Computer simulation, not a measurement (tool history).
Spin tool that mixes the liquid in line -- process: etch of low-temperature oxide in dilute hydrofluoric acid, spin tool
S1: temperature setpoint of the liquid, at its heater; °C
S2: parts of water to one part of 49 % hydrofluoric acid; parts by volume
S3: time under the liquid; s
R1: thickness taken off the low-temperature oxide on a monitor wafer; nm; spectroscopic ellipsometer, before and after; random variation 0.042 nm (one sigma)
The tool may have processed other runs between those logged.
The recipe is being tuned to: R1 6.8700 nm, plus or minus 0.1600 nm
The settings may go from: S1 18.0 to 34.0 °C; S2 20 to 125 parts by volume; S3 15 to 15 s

run  hour    S1   S2  S3      R1
  1   0.0  26.0   70  15  4.4596
  2   2.0  29.5   70  15  5.1390
  3   8.7  28.0   70  15  4.9002
  4  10.2  28.0   85  15  3.9150
  5  14.0  28.0  110  15  2.9419
  6  21.0  26.0  110  15  2.7250
  7  24.0  27.0  105  15  2.9975
  8  24.5  28.0  100  15  3.2664
  9  26.4  32.0   70  15  5.6659
 10  29.5  33.0   65  15  6.4179
     36.1  -- hydrofluoric acid flow meter replaced
 11  36.1  33.5   65  15  6.1464
 12  44.8  33.5   65  15  6.2485

Pick the move, out of 4, that brings all results within their allowed miss; only one does.
  A  53.5  31.5  55  15   ?
  B  53.5  34.0  70  15   ?
  C  53.5  29.5  60  15   ?
  D  53.5  33.5  55  15   ?

move      R1
   A  6.8845
   B  5.8051
   C  5.7948
   D  7.4321
A: every result within its allowed miss
B: misses by more than the last run did
C: misses by more than the last run did
D: moves the result that the last run missed by most past its target, out the other side
Move A is the one to make.
